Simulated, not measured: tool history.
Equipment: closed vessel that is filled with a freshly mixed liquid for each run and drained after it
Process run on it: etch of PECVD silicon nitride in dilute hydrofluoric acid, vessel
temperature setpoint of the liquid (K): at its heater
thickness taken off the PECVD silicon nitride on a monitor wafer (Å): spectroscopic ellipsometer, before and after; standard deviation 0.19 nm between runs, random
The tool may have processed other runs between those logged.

| run | hour | temperature setpoint of the liquid (K) | parts of water to one part of 49 % hydrofluoric acid (parts by volume) | time in the liquid (s) | thickness taken off the PECVD silicon nitride on a monitor wafer (Å) |
|---|---|---|---|---|---|
| 1 | 0.0 | 296.15 | 145 | 2910 | 479.37 |
| 2 | 3.6 | 296.15 | 145 | 3100 | 514.94 |
| 3 | 13.0 | 296.15 | 145 | 3100 | 506.91 |
| 4 | 14.6 | 294.15 | 150 | 3100 | 429.90 |
| 5 | 22.3 | 294.15 | 120 | 3100 | 539.65 |
| 6 | 25.2 | 292.65 | 135 | 3100 | 437.25 |
| 7 | 30.6 | 291.65 | 145 | 3100 | 377.16 |
| 8 | 34.8 | 291.65 | 145 | 3100 | 381.01 |
| 9 | 41.6 | 291.15 | 150 | 3100 | 355.98 |
| 10 | 43.4 | 290.65 | 155 | 3100 | 333.30 |

Expected results for the next run?
| 11 | 45.5 | 290.65 | 160 | 3100 | ? |

Run 11 measured thickness taken off the PECVD silicon nitride on a monitor wafer (Å) 318.36.
